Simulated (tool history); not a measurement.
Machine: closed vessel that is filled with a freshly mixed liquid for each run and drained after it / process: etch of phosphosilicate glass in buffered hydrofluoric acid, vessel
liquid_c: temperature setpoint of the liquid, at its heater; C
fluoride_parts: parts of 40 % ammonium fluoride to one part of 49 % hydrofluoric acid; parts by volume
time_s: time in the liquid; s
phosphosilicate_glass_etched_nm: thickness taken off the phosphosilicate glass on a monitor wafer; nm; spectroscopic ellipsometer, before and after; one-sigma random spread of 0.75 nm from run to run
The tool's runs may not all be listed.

| run | hour | liquid_c | fluoride_parts | time_s | phosphosilicate_glass_etched_nm |
|---|---|---|---|---|---|
| 1 | 0.0 | 21.0 | 20.5 | 90 | 133.78 |
| 2 | 7.8 | 20.5 | 21.0 | 90 | 130.36 |
| 3 | 17.1 | 20.5 | 23.5 | 90 | 120.94 |
| 4 | 26.3 | 20.0 | 24.0 | 90 | 113.87 |
| 5 | 34.0 | 19.5 | 24.5 | 90 | 109.51 |
| 6 | 38.9 | 19.0 | 25.0 | 90 | 104.72 |

Run 7, settings as shown, results not yet in. Your forecast:
| 7 | 42.3 | 18.5 | 25.0 | 90 | ? |

Run 7 measured phosphosilicate_glass_etched_nm 102.86 nm.

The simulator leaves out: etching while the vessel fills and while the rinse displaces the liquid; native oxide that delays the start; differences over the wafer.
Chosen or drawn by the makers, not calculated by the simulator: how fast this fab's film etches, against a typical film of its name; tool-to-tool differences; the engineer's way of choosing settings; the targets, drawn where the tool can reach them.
